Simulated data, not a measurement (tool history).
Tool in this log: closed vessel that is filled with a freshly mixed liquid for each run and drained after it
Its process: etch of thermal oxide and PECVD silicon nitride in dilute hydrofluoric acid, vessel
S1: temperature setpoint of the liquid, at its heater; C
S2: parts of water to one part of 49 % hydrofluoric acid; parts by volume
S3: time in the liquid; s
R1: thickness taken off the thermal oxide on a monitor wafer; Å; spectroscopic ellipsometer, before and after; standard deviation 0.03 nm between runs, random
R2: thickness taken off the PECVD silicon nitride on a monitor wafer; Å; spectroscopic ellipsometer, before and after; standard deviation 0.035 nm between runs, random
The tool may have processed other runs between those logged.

Run 1, day 0.000: S1 23.0 C, S2 155 parts by volume, S3 235 s. Result: R1 63.598 Å, R2 55.731 Å.
Run 2, day 0.325: S1 23.0 C, S2 155 parts by volume, S3 165 s. Result: R1 45.349 Å, R2 39.358 Å.
Run 3, day 0.542: S1 23.0 C, S2 110 parts by volume, S3 165 s. Result: R1 66.398 Å, R2 54.699 Å.
Run 4, day 0.771: S1 25.5 C, S2 110 parts by volume, S3 165 s. Result: R1 73.486 Å, R2 63.856 Å.
Run 5, day 0.979: S1 25.5 C, S2 110 parts by volume, S3 255 s. Result: R1 114.610 Å, R2 99.948 Å.
Run 6, day 1.142: S1 29.0 C, S2 110 parts by volume, S3 255 s. Result: R1 129.500 Å, R2 124.530 Å.
Run 7, day 1.308: S1 28.5 C, S2 130 parts by volume, S3 260 s. Result: R1 107.320 Å, R2 105.330 Å.
Run 8, day 1.392: S1 28.0 C, S2 145 parts by volume, S3 265 s. Result: R1 95.764 Å, R2 92.456 Å.
Run 9, day 1.492: S1 28.0 C, S2 145 parts by volume, S3 265 s. Result: R1 95.291 Å, R2 91.413 Å.

Expected results for the next run?
Run 10, day 1.742: S1 25.5 C, S2 210 parts by volume, S3 305 s. Result: R1 ?, R2 ?.

{"run 10": {"R1": 63.709, "R2": 63.294}}

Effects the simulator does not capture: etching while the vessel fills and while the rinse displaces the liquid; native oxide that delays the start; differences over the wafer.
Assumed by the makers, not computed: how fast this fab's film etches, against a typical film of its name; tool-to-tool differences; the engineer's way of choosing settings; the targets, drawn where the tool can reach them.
